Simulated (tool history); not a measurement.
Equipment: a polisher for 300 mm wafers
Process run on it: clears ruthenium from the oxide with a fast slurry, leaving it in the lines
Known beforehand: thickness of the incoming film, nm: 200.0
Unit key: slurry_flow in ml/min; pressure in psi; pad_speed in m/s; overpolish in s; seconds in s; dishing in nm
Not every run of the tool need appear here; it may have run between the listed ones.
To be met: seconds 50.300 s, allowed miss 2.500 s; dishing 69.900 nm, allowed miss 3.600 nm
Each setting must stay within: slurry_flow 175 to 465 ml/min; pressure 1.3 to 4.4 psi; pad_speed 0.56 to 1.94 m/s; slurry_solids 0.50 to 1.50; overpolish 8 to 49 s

run,hour,slurry_flow,pressure,pad_speed,slurry_solids,overpolish,seconds,dishing
1,0.0,295,2.8,1.24,1.00,25,36.758,81.596
2,3.2,225,2.8,1.24,1.00,25,38.280,80.694
3,5.5,225,2.8,1.46,1.00,25,32.598,88.733
4,12.5,225,2.8,1.46,1.00,29,31.892,96.813
5,14.3,225,2.8,1.56,1.00,29,31.024,102.820
6,15.2,290,2.8,1.56,1.00,29,30.065,100.510
7,17.1,290,2.5,1.56,1.00,29,33.025,99.096
8,20.0,290,2.3,1.54,1.00,28,37.668,88.183
9,24.2,290,1.6,1.52,1.00,26,52.985,65.250

4 candidate next runs follow, results not yet known. Just one meets every target within its allowed miss. Identify it.
A,28.4,225,1.9,1.44,0.95,27,?,?
B,28.4,330,1.7,1.68,1.05,24,?,?
C,28.4,370,1.7,1.58,1.10,24,?,?
D,28.4,250,1.7,1.52,1.00,31,?,?

move,seconds,dishing
A,49.965,70.863
B,44.211,71.099
C,45.625,69.480
D,50.968,77.105
A: hits every target within its allowed miss
B: brings the result that was furthest off to its target, and leaves another outside
C: brings the result that was furthest off to its target, and leaves another outside
D: carries the result that was furthest off beyond its target, to the other side
Correct choice: A, which meets every target
